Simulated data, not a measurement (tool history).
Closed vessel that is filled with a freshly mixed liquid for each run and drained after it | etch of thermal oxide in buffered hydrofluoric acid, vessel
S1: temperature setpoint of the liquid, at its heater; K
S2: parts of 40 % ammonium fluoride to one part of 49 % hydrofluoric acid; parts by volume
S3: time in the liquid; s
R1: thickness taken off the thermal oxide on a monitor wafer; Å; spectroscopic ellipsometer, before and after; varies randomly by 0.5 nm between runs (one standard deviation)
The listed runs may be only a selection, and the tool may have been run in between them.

{"run": 1, "day": 0.0, "S1": 293.15, "S2": 13.5, "S3": 85, "R1": 551.26}
{"run": 2, "day": 0.092, "S1": 294.15, "S2": 13.5, "S3": 85, "R1": 578.87}
{"run": 3, "day": 0.296, "S1": 294.15, "S2": 13.5, "S3": 85, "R1": 586.53}
{"run": 4, "day": 0.383, "S1": 294.15, "S2": 15, "S3": 85, "R1": 523.89}
{"run": 5, "day": 0.492, "S1": 295.15, "S2": 15, "S3": 85, "R1": 563.22}
{"run": 6, "day": 0.867, "S1": 296.15, "S2": 15, "S3": 85, "R1": 589.44}
{"run": 7, "day": 1.042, "S1": 296.65, "S2": 15, "S3": 85, "R1": 605.75}
{"run": 8, "day": 1.129, "S1": 297.15, "S2": 15, "S3": 85, "R1": 625.75}
{"run": 9, "day": 1.317, "S1": 297.15, "S2": 15, "S3": 85, "R1": 629.45}
{"run": 10, "day": 1.408, "S1": 297.15, "S2": 15, "S3": 85, "R1": 622.1}

Expected results for the next run?
{"run": 11, "day": 1.729, "S1": 297.65, "S2": 15, "S3": 85, "R1": "?"}

Run 11 measured R1 635.64 Å.

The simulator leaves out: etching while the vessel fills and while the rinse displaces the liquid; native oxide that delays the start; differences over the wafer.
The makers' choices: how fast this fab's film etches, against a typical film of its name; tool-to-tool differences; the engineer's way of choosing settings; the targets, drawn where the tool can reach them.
